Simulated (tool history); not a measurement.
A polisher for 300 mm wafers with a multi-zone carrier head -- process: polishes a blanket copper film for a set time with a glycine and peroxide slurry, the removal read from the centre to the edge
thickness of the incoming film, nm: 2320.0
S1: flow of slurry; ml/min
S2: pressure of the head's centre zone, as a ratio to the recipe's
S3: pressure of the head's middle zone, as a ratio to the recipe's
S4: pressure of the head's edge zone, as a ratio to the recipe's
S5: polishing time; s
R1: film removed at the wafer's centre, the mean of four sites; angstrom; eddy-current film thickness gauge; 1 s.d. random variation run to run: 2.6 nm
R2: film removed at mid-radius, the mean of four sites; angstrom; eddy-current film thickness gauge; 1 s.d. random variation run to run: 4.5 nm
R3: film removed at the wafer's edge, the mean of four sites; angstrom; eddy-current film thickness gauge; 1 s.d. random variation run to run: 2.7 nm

run,day,S1,S2,S3,S4,S5,R1,R2,R3
1,0.000,135,1.00,1.00,1.00,69,3877.6,3927.0,3992.4
2,0.179,120,1.01,0.94,0.98,68,3615.3,3482.9,3828.3
3,0.542,120,1.01,0.94,0.90,68,3666.0,3472.5,3737.8
4,0.625,115,1.02,0.91,0.88,68,3645.4,3393.5,3633.9
5,0.983,110,1.03,0.88,0.89,68,3557.9,3335.2,3634.7
# day 1.038: slurry nozzle cleaned
6,1.038,115,1.06,0.86,0.92,67,3933.0,3306.6,3808.2
7,1.333,80,1.06,0.83,0.90,66,3351.6,2829.6,3418.6

Run 8 has not been measured yet. What should we expect?
8,1.475,100,1.06,0.85,0.91,66,?,?,?

{"run 8": {"R1": 3741.5, "R2": 3161.6, "R3": 3610.5}}
